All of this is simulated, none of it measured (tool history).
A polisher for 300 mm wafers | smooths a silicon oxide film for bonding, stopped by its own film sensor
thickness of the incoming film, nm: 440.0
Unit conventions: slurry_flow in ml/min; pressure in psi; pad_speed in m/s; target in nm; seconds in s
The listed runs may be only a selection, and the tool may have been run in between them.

run	hour	slurry_flow	pressure	pad_speed	slurry_solids	target	seconds
1	0.0	285	2.2	0.78	1.0	293	245.76
2	1.0	285	1.9	0.76	1.0	293	286.47
3	4.8	285	1.7	0.76	1.0	293	323.47
4	12.9	285	1.7	0.90	1.0	293	284.02
5	14.1	320	1.7	0.90	1.0	293	279.34
6	21.4	320	1.5	0.88	1.0	293	321.93

What does the tool deliver on the next run?
7	23.0	320	1.4	0.88	1.0	293	?

Run 7 gave seconds 345.33 s.
